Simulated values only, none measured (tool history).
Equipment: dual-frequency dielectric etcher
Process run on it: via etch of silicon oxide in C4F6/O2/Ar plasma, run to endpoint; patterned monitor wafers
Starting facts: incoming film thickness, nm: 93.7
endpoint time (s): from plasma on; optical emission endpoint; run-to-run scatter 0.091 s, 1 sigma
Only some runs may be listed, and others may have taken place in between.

run	hour	bias power (W)	source power (W)	Ar flow (sccm)	endpoint time (s)
1	0.0	597	440	347	19.287
2	6.0	597	500	347	18.709
3	11.8	597	430	347	19.396
4	16.5	597	460	347	19.084
5	19.5	623	470	343	18.521
6	27.1	623	470	305	18.342
7	34.2	742	530	293	16.383

Predict the results of run 8:
8	39.9	742	530	293	?

{"run 8": {"endpoint time (s)": 16.406}}

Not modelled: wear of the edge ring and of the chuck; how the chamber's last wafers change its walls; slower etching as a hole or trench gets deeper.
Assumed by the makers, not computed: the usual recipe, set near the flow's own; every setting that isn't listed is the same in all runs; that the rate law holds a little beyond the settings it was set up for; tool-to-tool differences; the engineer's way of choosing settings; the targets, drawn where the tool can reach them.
